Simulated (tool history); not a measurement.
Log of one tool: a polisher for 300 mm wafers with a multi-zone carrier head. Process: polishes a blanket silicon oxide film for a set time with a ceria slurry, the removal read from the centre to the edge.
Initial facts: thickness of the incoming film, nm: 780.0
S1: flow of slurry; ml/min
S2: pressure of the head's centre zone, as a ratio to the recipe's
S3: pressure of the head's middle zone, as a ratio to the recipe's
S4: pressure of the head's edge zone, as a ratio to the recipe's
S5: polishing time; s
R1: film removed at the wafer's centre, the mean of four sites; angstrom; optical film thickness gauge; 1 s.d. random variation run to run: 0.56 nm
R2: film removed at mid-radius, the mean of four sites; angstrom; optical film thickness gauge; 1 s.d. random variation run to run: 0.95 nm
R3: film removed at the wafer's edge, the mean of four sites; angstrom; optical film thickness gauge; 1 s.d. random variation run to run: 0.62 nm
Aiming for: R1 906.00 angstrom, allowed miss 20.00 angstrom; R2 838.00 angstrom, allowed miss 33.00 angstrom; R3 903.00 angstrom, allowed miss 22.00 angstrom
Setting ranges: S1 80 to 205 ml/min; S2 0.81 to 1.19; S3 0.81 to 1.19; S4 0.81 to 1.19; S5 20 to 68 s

Run 1, hour 0.0: S1 135 ml/min, S2 1.00, S3 1.00, S4 1.00, S5 44 s. Result: R1 1460.50 angstrom, R2 1463.20 angstrom, R3 1480.40 angstrom.
Run 2, hour 8.7: S1 130 ml/min, S2 0.99, S3 0.98, S4 0.98, S5 41 s. Result: R1 1331.10 angstrom, R2 1325.50 angstrom, R3 1355.80 angstrom.
Run 3, hour 14.0: S1 130 ml/min, S2 0.99, S3 0.98, S4 0.98, S5 46 s. Result: R1 1483.10 angstrom, R2 1516.70 angstrom, R3 1534.10 angstrom.
Run 4, hour 17.7: S1 130 ml/min, S2 0.99, S3 0.98, S4 0.98, S5 37 s. Result: R1 1196.20 angstrom, R2 1247.30 angstrom, R3 1222.00 angstrom.
Run 5, hour 20.4: S1 125 ml/min, S2 1.00, S3 0.95, S4 0.98, S5 35 s. Result: R1 1124.60 angstrom, R2 1126.30 angstrom, R3 1164.90 angstrom.
Run 6, hour 22.1: S1 125 ml/min, S2 1.00, S3 0.93, S4 0.96, S5 34 s. Result: R1 1114.90 angstrom, R2 1076.80 angstrom, R3 1100.90 angstrom.
Run 7, hour 24.7: S1 125 ml/min, S2 1.00, S3 0.93, S4 0.96, S5 34 s. Result: R1 1090.10 angstrom, R2 1073.70 angstrom, R3 1126.00 angstrom.
Run 8, hour 26.3: S1 125 ml/min, S2 1.00, S3 0.92, S4 0.94, S5 33 s. Result: R1 1070.60 angstrom, R2 1029.00 angstrom, R3 1076.80 angstrom.
Run 9, hour 34.1: S1 120 ml/min, S2 1.00, S3 0.91, S4 0.92, S5 32 s. Result: R1 1035.70 angstrom, R2 1010.30 angstrom, R3 1028.10 angstrom.
Run 10, hour 38.2: S1 115 ml/min, S2 1.00, S3 0.89, S4 0.91, S5 32 s. Result: R1 1026.80 angstrom, R2 961.56 angstrom, R3 1029.10 angstrom.
Run 11, hour 39.2: S1 115 ml/min, S2 1.00, S3 0.88, S4 0.90, S5 31 s. Result: R1 991.27 angstrom, R2 913.10 angstrom, R3 1001.10 angstrom.
Run 12, hour 40.5: S1 115 ml/min, S2 1.00, S3 0.88, S4 0.90, S5 31 s. Result: R1 991.59 angstrom, R2 920.44 angstrom, R3 1004.40 angstrom.
Run 13, hour 45.0: S1 85 ml/min, S2 0.99, S3 0.85, S4 0.81, S5 29 s. Result: R1 860.93 angstrom, R2 779.88 angstrom, R3 872.80 angstrom.
Run 14, hour 53.7: S1 90 ml/min, S2 0.99, S3 0.85, S4 0.81, S5 29 s. Result: R1 864.73 angstrom, R2 811.51 angstrom, R3 871.54 angstrom.
Run 15, hour 57.9: S1 95 ml/min, S2 0.99, S3 0.85, S4 0.81, S5 29 s. Result: R1 869.95 angstrom, R2 808.40 angstrom, R3 880.65 angstrom.

5 next moves are on the table. One of them brings every result within its allowed miss. Which?
Run A, hour 62.1: S1 125 ml/min, S2 0.90, S3 0.88, S4 0.83, S5 27 s. Result: R1 ?, R2 ?, R3 ?.
Run B, hour 62.1: S1 85 ml/min, S2 1.01, S3 0.86, S4 0.83, S5 30 s. Result: R1 ?, R2 ?, R3 ?.
Run C, hour 62.1: S1 95 ml/min, S2 0.93, S3 0.98, S4 0.81, S5 28 s. Result: R1 ?, R2 ?, R3 ?.
Run D, hour 62.1: S1 105 ml/min, S2 1.00, S3 0.85, S4 0.81, S5 27 s. Result: R1 ?, R2 ?, R3 ?.
Run E, hour 62.1: S1 80 ml/min, S2 0.90, S3 0.87, S4 0.85, S5 30 s. Result: R1 ?, R2 ?, R3 ?.

move      R1      R2      R3
   A  790.94  812.09  846.43
   B  908.65  823.47  895.32
   C  801.10  876.23  841.25
   D  848.65  764.68  823.23
   E  797.51  821.65  893.60
A: moves away from the targets compared with the last run
B: hits every target within its allowed miss
C: moves away from the targets compared with the last run
D: moves away from the targets compared with the last run
E: moves away from the targets compared with the last run
The right move is B.

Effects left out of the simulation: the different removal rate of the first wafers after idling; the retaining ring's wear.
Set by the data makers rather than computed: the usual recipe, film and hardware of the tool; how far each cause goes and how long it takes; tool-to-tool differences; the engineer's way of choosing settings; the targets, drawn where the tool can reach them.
